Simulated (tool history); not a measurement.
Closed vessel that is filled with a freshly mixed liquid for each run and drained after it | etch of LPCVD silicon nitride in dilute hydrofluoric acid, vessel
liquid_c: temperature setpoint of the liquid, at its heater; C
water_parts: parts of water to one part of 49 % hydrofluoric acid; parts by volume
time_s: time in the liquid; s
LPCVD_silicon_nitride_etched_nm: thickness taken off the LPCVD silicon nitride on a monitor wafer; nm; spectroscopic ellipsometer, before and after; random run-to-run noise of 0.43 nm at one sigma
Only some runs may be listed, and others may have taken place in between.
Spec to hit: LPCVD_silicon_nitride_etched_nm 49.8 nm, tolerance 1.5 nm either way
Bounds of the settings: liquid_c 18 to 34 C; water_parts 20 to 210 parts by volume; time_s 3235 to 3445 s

run,hour,liquid_c,water_parts,time_s,LPCVD_silicon_nitride_etched_nm
1,0,26,115,3235,14.333
2,8.8,26,115,3235,14.142
3,13.8,28,95,3240,19.615
4,22.3,28,55,3240,33.731
5,23,29.5,55,3240,36.759
6,28,29.5,90,3240,22.922
7,36.2,29.5,90,3240,22.571
8,40.3,33.5,40,3255,66.092
9,41,30.5,40,3255,55.014
10,44.8,30,40,3255,52.556

Which one of the following 4 next-run settings gets every result inside its allowed miss? There is exactly one.
A,48.6,30,40,3445,?
B,48.6,28.5,40,3345,?
C,48.6,30,40,3385,?
D,48.6,31.5,45,3445,?

move,LPCVD_silicon_nitride_etched_nm
A,56.342
B,49.607
C,55.36
D,55.254
A: lands further from the targets than the last run did
B: every result within its allowed miss
C: lands further from the targets than the last run did
D: lands further from the targets than the last run did
Move B is the one to make.
